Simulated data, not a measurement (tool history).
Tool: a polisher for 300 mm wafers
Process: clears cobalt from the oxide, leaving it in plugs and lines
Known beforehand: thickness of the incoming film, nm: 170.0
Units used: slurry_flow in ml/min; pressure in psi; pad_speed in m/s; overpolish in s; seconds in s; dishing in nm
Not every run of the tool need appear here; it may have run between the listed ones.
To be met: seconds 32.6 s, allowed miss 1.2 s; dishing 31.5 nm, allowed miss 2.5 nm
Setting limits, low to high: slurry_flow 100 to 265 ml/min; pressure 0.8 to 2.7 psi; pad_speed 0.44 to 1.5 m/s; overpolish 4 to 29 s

| run | day | slurry_flow | pressure | pad_speed | overpolish | seconds | dishing |
|---|---|---|---|---|---|---|---|
| 1 | 0 | 170 | 1.7 | 0.96 | 15 | 31.558 | 43.826 |
| 2 | 0.262 | 170 | 2.1 | 0.96 | 15 | 25.685 | 46.113 |
| 3 | 0.296 | 170 | 2.1 | 0.96 | 21 | 25.983 | 53.57 |
| 4 | 0.504 | 170 | 2.1 | 0.74 | 21 | 34.016 | 49.814 |
| 5 | 0.604 | 170 | 2.1 | 0.74 | 18 | 34.009 | 46.548 |
| 6 | 0.929 | 165 | 2.1 | 0.74 | 15 | 33.899 | 40.19 |
| 7 | 1.067 | 165 | 2.1 | 0.74 | 14 | 33.563 | 40.574 |
| 8 | 1.158 | 165 | 2.1 | 0.74 | 12 | 34.36 | 38.344 |
| 9 | 1.471 | 165 | 2.1 | 0.74 | 10 | 34.134 | 32.818 |

Next run, 4 choices. One meets every target within its allowed miss, the rest don't. Which?
| A | 1.783 | 165 | 2.1 | 0.66 | 14 | ? | ? |
| B | 1.783 | 180 | 1.8 | 0.78 | 10 | ? | ? |
| C | 1.783 | 140 | 2.3 | 0.72 | 12 | ? | ? |
| D | 1.783 | 115 | 2.2 | 0.8 | 9 | ? | ? |

| move | seconds | dishing |
|---|---|---|
| A | 37.784 | 37.687 |
| B | 36.854 | 30.683 |
| C | 32.833 | 37.32 |
| D | 32.472 | 31.101 |
A: the biggest miss grows against the last run
B: the biggest miss grows against the last run
C: brings the last run's worst result on target, with another outside its allowed miss
D: hits every target within its allowed miss
The move that meets every target is D.
